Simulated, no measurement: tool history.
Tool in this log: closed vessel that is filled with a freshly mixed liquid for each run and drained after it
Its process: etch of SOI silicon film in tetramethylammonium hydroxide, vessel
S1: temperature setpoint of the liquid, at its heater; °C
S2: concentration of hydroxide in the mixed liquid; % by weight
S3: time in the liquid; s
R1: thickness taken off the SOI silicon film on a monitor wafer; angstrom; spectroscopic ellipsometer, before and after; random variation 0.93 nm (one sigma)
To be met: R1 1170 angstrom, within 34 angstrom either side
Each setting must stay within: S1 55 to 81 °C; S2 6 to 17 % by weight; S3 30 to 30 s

run,day,S1,S2,S3,R1
1,0,68,11.5,30,1790.7
2,0.221,73.5,11.5,30,2492.9
3,0.321,69,11.5,30,1920.5
4,0.362,69,11.5,30,1922.7
5,0.388,69,13,30,1833.8
6,0.621,66.5,13,30,1564.4
7,0.908,65,13,30,1440.4
8,1,64,13,30,1347.2
9,1.229,63,13,30,1280.1
10,1.525,62.5,13,30,1228.4

Below are 5 possible settings for the next run. Only one of them brings all results inside the allowed miss of their targets. Which is it?
A,1.821,62.5,12,30,?
B,1.821,64,14.5,30,?
C,1.821,62,11.5,30,?
D,1.821,61,11.5,30,?
E,1.821,62.5,11.5,30,?

move,R1
A,1272.3
B,1280.3
C,1257.8
D,1182.5
E,1297.1
A: lands further from the targets than the last run did
B: lands further from the targets than the last run did
C: lands further from the targets than the last run did
D: every result lands within tolerance
E: lands further from the targets than the last run did
The move that meets every target is D.
